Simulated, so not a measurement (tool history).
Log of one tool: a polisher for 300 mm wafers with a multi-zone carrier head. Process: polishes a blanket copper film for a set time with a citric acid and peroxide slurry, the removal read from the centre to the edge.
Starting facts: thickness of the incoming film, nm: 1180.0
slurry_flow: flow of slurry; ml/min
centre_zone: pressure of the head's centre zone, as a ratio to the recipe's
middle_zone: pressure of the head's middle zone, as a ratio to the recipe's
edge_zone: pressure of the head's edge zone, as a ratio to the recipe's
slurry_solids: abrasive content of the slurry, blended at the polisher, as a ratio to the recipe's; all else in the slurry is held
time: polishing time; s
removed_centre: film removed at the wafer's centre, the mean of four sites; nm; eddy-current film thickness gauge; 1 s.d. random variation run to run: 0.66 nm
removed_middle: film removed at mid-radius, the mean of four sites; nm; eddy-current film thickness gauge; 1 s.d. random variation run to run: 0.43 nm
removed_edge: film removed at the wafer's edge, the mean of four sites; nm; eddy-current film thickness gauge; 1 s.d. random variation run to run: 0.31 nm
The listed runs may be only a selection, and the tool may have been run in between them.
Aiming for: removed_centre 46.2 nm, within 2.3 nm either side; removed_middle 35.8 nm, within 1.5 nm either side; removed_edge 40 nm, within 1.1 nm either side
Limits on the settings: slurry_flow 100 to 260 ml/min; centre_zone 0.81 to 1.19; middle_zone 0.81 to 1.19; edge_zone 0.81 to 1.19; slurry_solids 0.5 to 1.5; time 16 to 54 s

run 1 hour=0 | slurry_flow=165 centre_zone=1 middle_zone=1 edge_zone=1 slurry_solids=1 time=35 | removed_centre=51.672 removed_middle=51.665 removed_edge=52.77
run 2 hour=6.7 | slurry_flow=160 centre_zone=1.02 middle_zone=0.97 edge_zone=0.97 slurry_solids=0.9 time=34 | removed_centre=52.085 removed_middle=47.511 removed_edge=49.851
run 3 hour=13.3 | slurry_flow=160 centre_zone=1.02 middle_zone=0.97 edge_zone=0.97 slurry_solids=1.1 time=34 | removed_centre=53.234 removed_middle=49.863 removed_edge=51.857
run 4 hour=17.2 | slurry_flow=160 centre_zone=1.02 middle_zone=0.93 edge_zone=0.97 slurry_solids=1.1 time=34 | removed_centre=52.902 removed_middle=48.566 removed_edge=51.55
run 5 hour=25.5 | slurry_flow=160 centre_zone=1.05 middle_zone=0.93 edge_zone=0.97 slurry_solids=1.1 time=34 | removed_centre=55.137 removed_middle=48.811 removed_edge=51.454
run 6 hour=28.8 | slurry_flow=160 centre_zone=1.05 middle_zone=0.93 edge_zone=0.9 slurry_solids=1.1 time=34 | removed_centre=55.57 removed_middle=47.659 removed_edge=49.574
run 7 hour=30.8 | slurry_flow=155 centre_zone=1.04 middle_zone=0.92 edge_zone=0.89 slurry_solids=1 time=34 | removed_centre=53.851 removed_middle=47.339 removed_edge=47.726
run 8 hour=39.3 | slurry_flow=155 centre_zone=1.05 middle_zone=0.9 edge_zone=0.91 slurry_solids=0.95 time=33 | removed_centre=52.175 removed_middle=44.615 removed_edge=47.488
-- hour=41.6 slurry nozzle cleaned
run 9 hour=41.6 | slurry_flow=150 centre_zone=1.06 middle_zone=0.88 edge_zone=0.9 slurry_solids=0.9 time=32 | removed_centre=53.37 removed_middle=44.477 removed_edge=46.36
run 10 hour=44.8 | slurry_flow=155 centre_zone=1.07 middle_zone=0.87 edge_zone=0.91 slurry_solids=0.9 time=30 | removed_centre=52.05 removed_middle=40.558 removed_edge=44.321
run 11 hour=45.7 | slurry_flow=155 centre_zone=1.06 middle_zone=0.86 edge_zone=0.91 slurry_solids=0.85 time=29 | removed_centre=48.226 removed_middle=39.61 removed_edge=41.939
run 12 hour=52.2 | slurry_flow=150 centre_zone=1.06 middle_zone=0.85 edge_zone=0.92 slurry_solids=0.8 time=29 | removed_centre=48.061 removed_middle=37.776 removed_edge=42.541
run 13 hour=60.8 | slurry_flow=145 centre_zone=1.06 middle_zone=0.85 edge_zone=0.91 slurry_solids=0.8 time=29 | removed_centre=47.027 removed_middle=38.749 removed_edge=42.364
run 14 hour=66.2 | slurry_flow=145 centre_zone=1.06 middle_zone=0.84 edge_zone=0.91 slurry_solids=0.75 time=29 | removed_centre=46.541 removed_middle=37.306 removed_edge=41.908
run 15 hour=73 | slurry_flow=145 centre_zone=1.06 middle_zone=0.84 edge_zone=0.91 slurry_solids=0.75 time=29 | removed_centre=47.197 removed_middle=37.155 removed_edge=41.284

Pick the move, out of 4, that brings all results within their allowed miss; only one does.
run A hour=79.8 | slurry_flow=160 centre_zone=1.06 middle_zone=0.81 edge_zone=0.88 slurry_solids=0.95 time=27 | removed_centre=? removed_middle=? removed_edge=?
run B hour=79.8 | slurry_flow=170 centre_zone=1.08 middle_zone=0.89 edge_zone=0.82 slurry_solids=0.5 time=31 | removed_centre=? removed_middle=? removed_edge=?
run C hour=79.8 | slurry_flow=115 centre_zone=1.14 middle_zone=0.93 edge_zone=0.89 slurry_solids=0.55 time=32 | removed_centre=? removed_middle=? removed_edge=?
run D hour=79.8 | slurry_flow=175 centre_zone=1.1 middle_zone=0.91 edge_zone=0.83 slurry_solids=0.95 time=26 | removed_centre=? removed_middle=? removed_edge=?

move=A removed_centre=46.544 removed_middle=36.402 removed_edge=40.264
move=B removed_centre=49.355 removed_middle=40.604 removed_edge=40.382
move=C removed_centre=50.34 removed_middle=40.92 removed_edge=41.659
move=D removed_centre=47.308 removed_middle=38.834 removed_edge=38.121
A: all results in spec
B: brings the result that was furthest off to its target, and leaves another outside
C: the biggest miss grows against the last run
D: pushes the last run's worst result past its target
A is the move that brings every result within its allowed miss.

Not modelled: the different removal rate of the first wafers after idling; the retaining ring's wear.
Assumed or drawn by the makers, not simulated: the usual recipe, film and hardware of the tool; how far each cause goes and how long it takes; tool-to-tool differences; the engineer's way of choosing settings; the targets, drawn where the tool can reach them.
